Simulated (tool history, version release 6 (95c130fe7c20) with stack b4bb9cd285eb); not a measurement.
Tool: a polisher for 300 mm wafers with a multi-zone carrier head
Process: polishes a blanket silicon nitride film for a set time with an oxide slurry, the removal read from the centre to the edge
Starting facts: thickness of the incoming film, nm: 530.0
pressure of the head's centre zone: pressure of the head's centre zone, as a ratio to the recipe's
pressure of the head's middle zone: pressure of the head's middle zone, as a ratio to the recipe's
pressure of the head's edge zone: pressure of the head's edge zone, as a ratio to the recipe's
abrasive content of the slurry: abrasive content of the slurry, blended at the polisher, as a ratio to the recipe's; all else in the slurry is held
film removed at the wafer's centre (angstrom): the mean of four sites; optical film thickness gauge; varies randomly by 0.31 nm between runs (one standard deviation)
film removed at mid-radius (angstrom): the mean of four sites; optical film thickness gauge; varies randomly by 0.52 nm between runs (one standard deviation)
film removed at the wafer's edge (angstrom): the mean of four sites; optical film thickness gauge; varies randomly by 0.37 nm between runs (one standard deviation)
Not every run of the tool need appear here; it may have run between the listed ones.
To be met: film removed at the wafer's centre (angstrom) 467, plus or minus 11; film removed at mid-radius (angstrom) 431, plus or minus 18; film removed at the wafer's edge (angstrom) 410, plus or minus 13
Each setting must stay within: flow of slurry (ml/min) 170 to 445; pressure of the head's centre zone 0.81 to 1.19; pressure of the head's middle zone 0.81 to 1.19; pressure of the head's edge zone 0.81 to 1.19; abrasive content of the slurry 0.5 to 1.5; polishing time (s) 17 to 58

run  hour  flow of slurry (ml/min)  pressure of the head's centre zone  pressure of the head's middle zone  pressure of the head's edge zone  abrasive content of the slurry  polishing time (s)  film removed at the wafer's centre (angstrom)  film removed at mid-radius (angstrom)  film removed at the wafer's edge (angstrom)
  1     0                      285                                   1                                   1                                 1                               1                  37                                         314.97                                 311.48                                       319.98
  2   7.3                      215                                   1                                   1                                 1                               1                  37                                         304.63                                 297.88                                       306.35
  3  12.7                      260                                1.06                                1.04                              1.03                             1.1                  37                                         348.49                                 332.07                                       330.84
  4  18.8                      295                                 1.1                                1.07                              1.07                             1.2                  37                                         382.57                                 368.09                                       361.51
  5  21.2                      315                                1.13                                1.08                              1.08                            1.25                  37                                         402.29                                 369.35                                       365.86
  6  22.7                      315                                1.13                                1.08                              1.08                            1.25                  46                                         504.98                                 466.45                                       452.07
  7  25.9                      305                                1.12                                1.07                              1.05                             1.2                  46                                         487.69                                 440.73                                       446.32
  8    30                      290                                1.13                                 1.1                              1.02                            1.15                  46                                         480.35                                 446.91                                       429.44

Below are 4 possible settings for the next run. Only one of them brings all results inside the allowed miss of their targets. Which is it?
  A  34.1                      300                                1.14                                0.97                              1.03                             1.2                  43                                              ?                                      ?                                            ?
  B  34.1                      315                                1.19                                1.12                              1.03                             1.1                  45                                              ?                                      ?                                            ?
  C  34.1                      295                                1.17                                1.08                              0.97                               1                  49                                              ?                                      ?                                            ?
  D  34.1                      305                                1.15                                1.13                              1.04                             1.3                  41                                              ?                                      ?                                            ?

move  film removed at the wafer's centre (angstrom)  film removed at mid-radius (angstrom)  film removed at the wafer's edge (angstrom)
   A                                         460.14                                 390.55                                       412.21
   B                                         485.48                                 431.78                                       414.87
   C                                         491.07                                 434.39                                       415.89
   D                                         459.91                                 426.04                                       409.11
A: the furthest-off result lands on target, but another misses its tolerance
B: the furthest-off result lands on target, but another misses its tolerance
C: the furthest-off result lands on target, but another misses its tolerance
D: all results in spec
Correct choice: D, which meets every target
